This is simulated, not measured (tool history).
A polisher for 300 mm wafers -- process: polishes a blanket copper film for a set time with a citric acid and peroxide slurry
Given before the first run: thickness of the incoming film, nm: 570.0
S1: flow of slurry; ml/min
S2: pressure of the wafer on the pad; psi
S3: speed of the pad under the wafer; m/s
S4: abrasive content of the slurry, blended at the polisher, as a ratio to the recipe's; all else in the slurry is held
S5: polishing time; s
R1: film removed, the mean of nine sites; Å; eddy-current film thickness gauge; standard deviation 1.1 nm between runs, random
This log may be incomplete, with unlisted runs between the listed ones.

{"run": 1, "day": 0.0, "S1": 285, "S2": 3.2, "S3": 1.08, "S4": 1, "S5": 71, "R1": 1775.3}
{"run": 2, "day": 0.367, "S1": 310, "S2": 3.2, "S3": 1.08, "S4": 1, "S5": 71, "R1": 1807.3}
{"run": 3, "day": 0.417, "S1": 310, "S2": 3.2, "S3": 1.08, "S4": 0.85, "S5": 71, "R1": 1732.2}
{"run": 4, "day": 0.512, "S1": 370, "S2": 3.2, "S3": 1.08, "S4": 0.85, "S5": 71, "R1": 1779.5}
{"run": 5, "day": 0.862, "S1": 370, "S2": 3.2, "S3": 1.08, "S4": 0.85, "S5": 75, "R1": 1862.4}
{"run": 6, "day": 0.946, "S1": 370, "S2": 3.2, "S3": 1.08, "S4": 0.85, "S5": 71, "R1": 1757.9}

Run 7 is up next; what results do you expect?
{"run": 7, "day": 1.204, "S1": 370, "S2": 3.1, "S3": 1.08, "S4": 0.85, "S5": 71, "R1": "?"}

R1: 1692.3 Å
